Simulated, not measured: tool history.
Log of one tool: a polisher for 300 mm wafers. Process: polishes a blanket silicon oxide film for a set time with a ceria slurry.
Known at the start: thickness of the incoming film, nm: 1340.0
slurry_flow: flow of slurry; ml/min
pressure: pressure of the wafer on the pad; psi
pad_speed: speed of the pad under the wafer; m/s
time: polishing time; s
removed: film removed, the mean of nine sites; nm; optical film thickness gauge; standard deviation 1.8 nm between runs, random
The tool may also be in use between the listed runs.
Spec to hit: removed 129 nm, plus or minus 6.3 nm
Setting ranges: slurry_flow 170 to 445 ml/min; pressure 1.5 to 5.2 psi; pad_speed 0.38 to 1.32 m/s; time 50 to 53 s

Run 1, hour 0: slurry_flow 285 ml/min, pressure 3.3 psi, pad_speed 0.84 m/s, time 50 s. Result: removed 206.96 nm.
Run 2, hour 5.3: slurry_flow 285 ml/min, pressure 3.9 psi, pad_speed 0.84 m/s, time 50 s. Result: removed 249.99 nm.
Run 3, hour 11.5: slurry_flow 285 ml/min, pressure 3.9 psi, pad_speed 0.7 m/s, time 50 s. Result: removed 209.38 nm.
Run 4, hour 20.5: slurry_flow 285 ml/min, pressure 4.3 psi, pad_speed 0.7 m/s, time 50 s. Result: removed 233.12 nm.
Run 5, hour 27.8: slurry_flow 285 ml/min, pressure 4.3 psi, pad_speed 0.62 m/s, time 50 s. Result: removed 203.14 nm.
Run 6, hour 35.8: slurry_flow 285 ml/min, pressure 3.5 psi, pad_speed 0.62 m/s, time 50 s. Result: removed 165.65 nm.
Run 7, hour 40.7: slurry_flow 285 ml/min, pressure 3.5 psi, pad_speed 0.62 m/s, time 50 s. Result: removed 166.81 nm.
Run 8, hour 44.9: slurry_flow 285 ml/min, pressure 3.2 psi, pad_speed 0.62 m/s, time 50 s. Result: removed 153.64 nm.
Run 9, hour 49.6: slurry_flow 285 ml/min, pressure 3.2 psi, pad_speed 0.62 m/s, time 50 s. Result: removed 155.03 nm.
Run 10, hour 51.2: slurry_flow 285 ml/min, pressure 3 psi, pad_speed 0.62 m/s, time 50 s. Result: removed 143.72 nm.

Which of these 4 next moves meets every target?
Run A, hour 52.8: slurry_flow 295 ml/min, pressure 2.1 psi, pad_speed 0.64 m/s, time 53 s. Result: removed ?.
Run B, hour 52.8: slurry_flow 340 ml/min, pressure 2.7 psi, pad_speed 0.62 m/s, time 50 s. Result: removed ?.
Run C, hour 52.8: slurry_flow 345 ml/min, pressure 3 psi, pad_speed 0.48 m/s, time 50 s. Result: removed ?.
Run D, hour 52.8: slurry_flow 300 ml/min, pressure 3.3 psi, pad_speed 0.56 m/s, time 50 s. Result: removed ?.

move  removed
   A   115.07
   B   134.73
   C   116.65
   D   145.98
A: takes the result that was furthest off past its target
B: every result within its allowed miss
C: takes the result that was furthest off past its target
D: misses by more than the last run did
Answer: B
